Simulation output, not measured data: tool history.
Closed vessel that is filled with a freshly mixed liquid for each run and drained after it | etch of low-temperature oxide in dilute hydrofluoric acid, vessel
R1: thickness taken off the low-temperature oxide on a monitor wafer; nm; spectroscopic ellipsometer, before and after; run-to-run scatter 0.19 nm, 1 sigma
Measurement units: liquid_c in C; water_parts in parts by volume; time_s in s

{"run": 1, "day": 0.0, "liquid_c": 24, "water_parts": 130, "time_s": 215, "R1": 27.547}
{"run": 2, "day": 0.171, "liquid_c": 24, "water_parts": 130, "time_s": 215, "R1": 27.478}
{"run": 3, "day": 0.254, "liquid_c": 26, "water_parts": 125, "time_s": 215, "R1": 31.004}
{"run": 4, "day": 0.504, "liquid_c": 24.5, "water_parts": 125, "time_s": 215, "R1": 29.037}
{"run": 5, "day": 0.671, "liquid_c": 26, "water_parts": 125, "time_s": 215, "R1": 30.876}
{"run": 6, "day": 0.725, "liquid_c": 29, "water_parts": 125, "time_s": 215, "R1": 34.49}
{"run": 7, "day": 1.079, "liquid_c": 29, "water_parts": 125, "time_s": 215, "R1": 34.725}
{"run": 8, "day": 1.308, "liquid_c": 29.5, "water_parts": 125, "time_s": 215, "R1": 35.378}

Predict the results of run 9:
{"run": 9, "day": 1.654, "liquid_c": 30, "water_parts": 125, "time_s": 215, "R1": "?"}

Run 9 came out at R1 35.93 nm.

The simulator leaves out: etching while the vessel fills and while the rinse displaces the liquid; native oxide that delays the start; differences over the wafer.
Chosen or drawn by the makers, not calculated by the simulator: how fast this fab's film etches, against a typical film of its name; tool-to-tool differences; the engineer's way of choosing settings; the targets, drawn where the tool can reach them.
